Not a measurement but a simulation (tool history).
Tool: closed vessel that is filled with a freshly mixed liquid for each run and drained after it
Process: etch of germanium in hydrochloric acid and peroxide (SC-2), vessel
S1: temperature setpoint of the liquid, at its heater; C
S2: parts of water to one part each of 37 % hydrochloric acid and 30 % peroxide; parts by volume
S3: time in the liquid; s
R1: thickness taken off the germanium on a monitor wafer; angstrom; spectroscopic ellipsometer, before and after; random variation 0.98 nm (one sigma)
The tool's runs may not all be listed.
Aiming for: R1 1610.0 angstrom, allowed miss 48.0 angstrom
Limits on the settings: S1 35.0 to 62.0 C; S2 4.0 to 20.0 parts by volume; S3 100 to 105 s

run	hour	S1	S2	S3	R1
1	0.0	46.0	11.0	100	1890.9
2	8.2	52.0	11.0	100	2297.7
3	16.7	57.0	11.0	100	2648.7
4	23.7	57.0	11.0	100	2656.2
5	28.8	54.0	11.0	100	2413.4
6	34.8	54.0	11.0	105	2543.1
7	36.3	51.5	11.0	105	2374.7
8	43.6	49.5	11.0	105	2234.6
9	50.9	47.5	11.0	105	2099.6
10	51.9	46.0	11.0	105	2008.0
11	61.1	46.0	11.0	105	1995.8
12	69.7	45.0	11.0	105	1910.4

Of the 4 settings listed for the next run, only one would bring every result within its allowed miss of target. Which one?
A	78.3	40.5	8.0	100	?
B	78.3	38.5	11.0	100	?
C	78.3	39.0	11.5	100	?
D	78.3	36.5	8.5	105	?

move	R1
A	1629.2
B	1485.3
C	1504.0
D	1486.0
A: all results in spec
B: takes the biggest miss from the last run beyond its target
C: takes the biggest miss from the last run beyond its target
D: takes the biggest miss from the last run beyond its target
Go with A: it meets all targets.
